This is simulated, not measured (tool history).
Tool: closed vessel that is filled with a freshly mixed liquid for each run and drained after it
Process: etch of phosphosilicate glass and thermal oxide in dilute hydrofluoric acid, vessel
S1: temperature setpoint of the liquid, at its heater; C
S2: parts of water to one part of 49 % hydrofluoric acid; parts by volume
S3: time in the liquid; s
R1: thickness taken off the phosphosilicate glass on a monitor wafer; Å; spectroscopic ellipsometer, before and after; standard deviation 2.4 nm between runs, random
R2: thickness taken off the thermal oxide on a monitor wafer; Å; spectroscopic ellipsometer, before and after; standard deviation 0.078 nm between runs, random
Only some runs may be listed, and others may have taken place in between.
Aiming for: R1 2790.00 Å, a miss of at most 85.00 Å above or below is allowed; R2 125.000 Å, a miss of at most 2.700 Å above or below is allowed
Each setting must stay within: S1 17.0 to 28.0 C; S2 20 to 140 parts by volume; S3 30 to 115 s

{"run": 1, "hour": 0.0, "S1": 20.0, "S2": 75, "S3": 60, "R1": 726.68, "R2": 32.768}
{"run": 2, "hour": 6.7, "S1": 18.5, "S2": 75, "S3": 60, "R1": 681.99, "R2": 30.657}
{"run": 3, "hour": 9.2, "S1": 18.5, "S2": 100, "S3": 60, "R1": 493.66, "R2": 22.288}
{"run": 4, "hour": 10.7, "S1": 21.0, "S2": 75, "S3": 65, "R1": 818.95, "R2": 36.76}
{"run": 5, "hour": 15.4, "S1": 21.0, "S2": 75, "S3": 55, "R1": 698.1, "R2": 31.18}
{"run": 6, "hour": 20.2, "S1": 23.0, "S2": 60, "S3": 60, "R1": 1047.3, "R2": 46.897}
{"run": 7, "hour": 22.5, "S1": 23.0, "S2": 60, "S3": 60, "R1": 1028.4, "R2": 47.097}
{"run": 8, "hour": 30.8, "S1": 24.5, "S2": 50, "S3": 65, "R1": 1441.3, "R2": 65.747}
{"run": 9, "hour": 35.9, "S1": 25.5, "S2": 40, "S3": 65, "R1": 1910.9, "R2": 85.977}
{"run": 10, "hour": 40.2, "S1": 26.0, "S2": 35, "S3": 65, "R1": 2228.4, "R2": 100.79}
{"run": 11, "hour": 49.3, "S1": 26.5, "S2": 35, "S3": 65, "R1": 2316.9, "R2": 103.41}
{"run": 12, "hour": 53.0, "S1": 27.0, "S2": 35, "S3": 65, "R1": 2337.7, "R2": 105.5}
{"run": 13, "hour": 54.8, "S1": 27.5, "S2": 35, "S3": 65, "R1": 2392.9, "R2": 108.57}
{"run": 14, "hour": 57.3, "S1": 28.0, "S2": 25, "S3": 65, "R1": 3563.9, "R2": 155.84}
{"run": 15, "hour": 60.8, "S1": 24.5, "S2": 25, "S3": 65, "R1": 2984.8, "R2": 136.02}
{"run": 16, "hour": 67.0, "S1": 24.5, "S2": 25, "S3": 65, "R1": 3020.0, "R2": 136.28}
{"run": 17, "hour": 70.3, "S1": 24.0, "S2": 25, "S3": 65, "R1": 2978.3, "R2": 133.02}

Exercise: of the 4 proposed moves below, exactly one satisfies all targets within the stated allowed misses. Which move is it?
{"run": "A", "hour": 73.6, "S1": 22.5, "S2": 30, "S3": 75, "R1": "?", "R2": "?"}
{"run": "B", "hour": 73.6, "S1": 23.5, "S2": 35, "S3": 85, "R1": "?", "R2": "?"}
{"run": "C", "hour": 73.6, "S1": 24.0, "S2": 30, "S3": 70, "R1": "?", "R2": "?"}
{"run": "D", "hour": 73.6, "S1": 21.0, "S2": 25, "S3": 70, "R1": "?", "R2": "?"}

move=A R1=2621.60 R2=119.040
move=B R1=2638.80 R2=119.820
move=C R1=2606.20 R2=118.340
move=D R1=2771.80 R2=125.860
A: the result that was furthest off in the last run now lies on the other side of its target
B: the result that was furthest off in the last run now lies on the other side of its target
C: the result that was furthest off in the last run now lies on the other side of its target
D: hits every target within its allowed miss
D is the move that brings every result within its allowed miss.
